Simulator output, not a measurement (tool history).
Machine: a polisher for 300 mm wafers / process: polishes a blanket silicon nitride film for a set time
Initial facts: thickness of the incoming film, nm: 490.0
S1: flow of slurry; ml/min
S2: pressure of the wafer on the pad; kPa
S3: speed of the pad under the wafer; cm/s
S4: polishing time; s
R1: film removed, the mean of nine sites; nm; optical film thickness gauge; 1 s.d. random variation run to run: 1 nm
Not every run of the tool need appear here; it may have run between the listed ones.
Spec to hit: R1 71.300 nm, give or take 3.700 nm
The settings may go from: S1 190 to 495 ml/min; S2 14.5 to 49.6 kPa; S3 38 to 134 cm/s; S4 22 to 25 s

| run | hour | S1 | S2 | S3 | S4 | R1 |
|---|---|---|---|---|---|---|
| 1 | 0.0 | 320 | 31.7 | 86 | 25 | 46.545 |
| 2 | 6.5 | 320 | 31.7 | 76 | 25 | 43.649 |
| 3 | 14.6 | 320 | 33.8 | 76 | 25 | 45.850 |
| 4 | 22.5 | 320 | 33.8 | 90 | 25 | 51.765 |
| 5 | 25.1 | 320 | 35.2 | 90 | 25 | 52.761 |
| 6 | 27.4 | 320 | 36.5 | 90 | 25 | 55.761 |
| 7 | 31.8 | 320 | 36.5 | 90 | 25 | 55.135 |
| 8 | 32.7 | 320 | 37.9 | 90 | 25 | 57.987 |
| 9 | 40.8 | 320 | 38.6 | 90 | 25 | 57.912 |
| 10 | 43.3 | 320 | 40.0 | 90 | 25 | 58.964 |
| 11 | 51.0 | 320 | 41.4 | 90 | 25 | 62.180 |
| 12 | 58.2 | 320 | 42.1 | 90 | 25 | 62.076 |

Below are 5 possible settings for the next run. Only one of them brings all results inside the allowed miss of their targets. Which is it?
| A | 65.4 | 330 | 39.3 | 94 | 25 | ? |
| B | 65.4 | 265 | 49.6 | 82 | 22 | ? |
| C | 65.4 | 295 | 46.9 | 118 | 22 | ? |
| D | 65.4 | 215 | 38.6 | 102 | 25 | ? |
| E | 65.4 | 235 | 46.2 | 80 | 24 | ? |

| move | R1 |
|---|---|
| A | 60.896 |
| B | 61.423 |
| C | 72.878 |
| D | 61.523 |
| E | 61.172 |
A: moves away from the targets compared with the last run
B: moves away from the targets compared with the last run
C: hits every target within its allowed miss
D: moves away from the targets compared with the last run
E: moves away from the targets compared with the last run
C meets every target.
